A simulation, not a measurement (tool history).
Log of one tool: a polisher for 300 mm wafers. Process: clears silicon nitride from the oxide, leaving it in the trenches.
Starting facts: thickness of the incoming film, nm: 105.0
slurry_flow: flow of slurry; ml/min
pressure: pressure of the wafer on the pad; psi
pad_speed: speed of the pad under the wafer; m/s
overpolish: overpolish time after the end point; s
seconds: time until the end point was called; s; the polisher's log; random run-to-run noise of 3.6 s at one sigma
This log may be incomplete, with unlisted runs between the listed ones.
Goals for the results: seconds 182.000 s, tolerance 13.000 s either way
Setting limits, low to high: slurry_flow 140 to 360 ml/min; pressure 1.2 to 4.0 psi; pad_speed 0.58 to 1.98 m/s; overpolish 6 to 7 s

Run 1, day 0.000: slurry_flow 230 ml/min, pressure 2.6 psi, pad_speed 1.28 m/s, overpolish 7 s. Result: seconds 87.915 s.
Run 2, day 0.200: slurry_flow 230 ml/min, pressure 2.3 psi, pad_speed 1.20 m/s, overpolish 7 s. Result: seconds 100.860 s.
Run 3, day 0.546: slurry_flow 230 ml/min, pressure 2.3 psi, pad_speed 1.50 m/s, overpolish 7 s. Result: seconds 84.455 s.
Run 4, day 0.600: slurry_flow 230 ml/min, pressure 2.7 psi, pad_speed 1.50 m/s, overpolish 7 s. Result: seconds 70.946 s.
Run 5, day 0.929: slurry_flow 230 ml/min, pressure 2.3 psi, pad_speed 1.50 m/s, overpolish 7 s. Result: seconds 82.383 s.
Run 6, day 1.029: slurry_flow 230 ml/min, pressure 2.3 psi, pad_speed 1.50 m/s, overpolish 7 s. Result: seconds 83.049 s.
Run 7, day 1.212: slurry_flow 225 ml/min, pressure 2.0 psi, pad_speed 1.36 m/s, overpolish 7 s. Result: seconds 103.730 s.
Run 8, day 1.404: slurry_flow 225 ml/min, pressure 2.0 psi, pad_speed 1.36 m/s, overpolish 7 s. Result: seconds 107.950 s.
Run 9, day 1.738: slurry_flow 220 ml/min, pressure 1.8 psi, pad_speed 1.30 m/s, overpolish 7 s. Result: seconds 121.520 s.
Run 10, day 1.975: slurry_flow 215 ml/min, pressure 1.2 psi, pad_speed 1.02 m/s, overpolish 7 s. Result: seconds 220.170 s.
Run 11, day 2.000: slurry_flow 215 ml/min, pressure 1.3 psi, pad_speed 1.02 m/s, overpolish 7 s. Result: seconds 216.440 s.

Pick the move, out of 5, that brings all results within their allowed miss; only one does.
Run A, day 2.025: slurry_flow 205 ml/min, pressure 1.7 psi, pad_speed 1.08 m/s, overpolish 6 s. Result: seconds ?.
Run B, day 2.025: slurry_flow 205 ml/min, pressure 1.6 psi, pad_speed 1.00 m/s, overpolish 7 s. Result: seconds ?.
Run C, day 2.025: slurry_flow 230 ml/min, pressure 1.4 psi, pad_speed 0.86 m/s, overpolish 7 s. Result: seconds ?.
Run D, day 2.025: slurry_flow 215 ml/min, pressure 1.2 psi, pad_speed 0.88 m/s, overpolish 7 s. Result: seconds ?.
Run E, day 2.025: slurry_flow 255 ml/min, pressure 1.2 psi, pad_speed 0.74 m/s, overpolish 7 s. Result: seconds ?.

move  seconds
   A  156.590
   B  178.680
   C  232.020
   D  263.980
   E  306.890
A: takes the biggest miss from the last run beyond its target
B: all results land within tolerance of their targets
C: moves away from the targets compared with the last run
D: moves away from the targets compared with the last run
E: moves away from the targets compared with the last run
Go with B: it meets all targets.

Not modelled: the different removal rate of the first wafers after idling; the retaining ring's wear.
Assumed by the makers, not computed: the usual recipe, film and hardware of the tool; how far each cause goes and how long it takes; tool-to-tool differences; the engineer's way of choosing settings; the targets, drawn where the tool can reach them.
